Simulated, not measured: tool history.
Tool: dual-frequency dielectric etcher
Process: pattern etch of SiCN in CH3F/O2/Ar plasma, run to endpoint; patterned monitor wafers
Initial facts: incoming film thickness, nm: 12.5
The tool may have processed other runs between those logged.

{"run": 1, "day": 0.0, "source power (W)": 360, "bias power (W)": 98, "endpoint time (s)": 28.203}
{"run": 2, "day": 0.312, "source power (W)": 370, "bias power (W)": 98, "endpoint time (s)": 28.064}
{"run": 3, "day": 0.617, "source power (W)": 370, "bias power (W)": 106, "endpoint time (s)": 27.587}
{"run": 4, "day": 0.692, "source power (W)": 380, "bias power (W)": 107, "endpoint time (s)": 27.109}
{"run": 5, "day": 0.746, "source power (W)": 390, "bias power (W)": 107, "endpoint time (s)": 26.603}
{"run": 6, "day": 0.95, "source power (W)": 390, "bias power (W)": 90, "endpoint time (s)": 27.933}
{"run": 7, "day": 1.279, "source power (W)": 400, "bias power (W)": 90, "endpoint time (s)": 28.01}
{"run": 8, "day": 1.446, "source power (W)": 410, "bias power (W)": 91, "endpoint time (s)": 27.855}
{"run": 9, "day": 1.496, "source power (W)": 420, "bias power (W)": 92, "endpoint time (s)": 27.393}
{"run": 10, "day": 1.721, "source power (W)": 420, "bias power (W)": 92, "endpoint time (s)": 27.6}
{"run": 11, "day": 2.0, "source power (W)": 430, "bias power (W)": 93, "endpoint time (s)": 26.851}
{"run": 12, "day": 2.146, "source power (W)": 460, "bias power (W)": 94, "endpoint time (s)": 26.284}
{"run": 13, "day": 2.454, "source power (W)": 480, "bias power (W)": 95, "endpoint time (s)": 25.975}

The next listed run, before its measurement:
{"run": 14, "day": 2.729, "source power (W)": 480, "bias power (W)": 95, "endpoint time (s)": "?"}

Run 14 measured endpoint time (s) 25.817.
